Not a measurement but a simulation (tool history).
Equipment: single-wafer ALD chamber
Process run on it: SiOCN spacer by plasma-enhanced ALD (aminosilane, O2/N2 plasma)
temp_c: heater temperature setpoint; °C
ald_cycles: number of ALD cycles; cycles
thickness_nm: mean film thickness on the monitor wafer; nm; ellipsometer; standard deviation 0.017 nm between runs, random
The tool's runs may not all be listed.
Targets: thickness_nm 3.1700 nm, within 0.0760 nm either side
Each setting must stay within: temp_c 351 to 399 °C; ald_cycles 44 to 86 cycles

Run 1, hour 0.0: temp_c 375 °C, ald_cycles 65 cycles. Result: thickness_nm 4.1956 nm.
Run 2, hour 0.9: temp_c 375 °C, ald_cycles 59 cycles. Result: thickness_nm 3.8178 nm.
Run 3, hour 5.2: temp_c 381 °C, ald_cycles 59 cycles. Result: thickness_nm 3.8363 nm.
Run 4, hour 6.8: temp_c 381 °C, ald_cycles 52 cycles. Result: thickness_nm 3.3896 nm.
Run 5, hour 9.3: temp_c 373 °C, ald_cycles 52 cycles. Result: thickness_nm 3.3623 nm.
Run 6, hour 10.2: temp_c 373 °C, ald_cycles 59 cycles. Result: thickness_nm 3.8303 nm.
Run 7, hour 15.3: temp_c 373 °C, ald_cycles 56 cycles. Result: thickness_nm 3.6305 nm.
Run 8, hour 16.7: temp_c 373 °C, ald_cycles 56 cycles. Result: thickness_nm 3.6585 nm.
Run 9, hour 18.9: temp_c 373 °C, ald_cycles 53 cycles. Result: thickness_nm 3.4550 nm.
Run 10, hour 23.3: temp_c 373 °C, ald_cycles 47 cycles. Result: thickness_nm 3.0432 nm.

Next run, 4 choices. One meets every target within its allowed miss, the rest don't. Which?
Run A, hour 27.7: temp_c 367 °C, ald_cycles 49 cycles. Result: thickness_nm ?.
Run B, hour 27.7: temp_c 371 °C, ald_cycles 51 cycles. Result: thickness_nm ?.
Run C, hour 27.7: temp_c 374 °C, ald_cycles 47 cycles. Result: thickness_nm ?.
Run D, hour 27.7: temp_c 380 °C, ald_cycles 46 cycles. Result: thickness_nm ?.

move  thickness_nm
   A        3.1719
   B        3.3014
   C        3.0425
   D        2.9777
A: hits every target within its allowed miss
B: the result that was furthest off in the last run now lies on the other side of its target
C: just as far off the targets as the last run
D: further off than the last run
The move that meets every target is A.
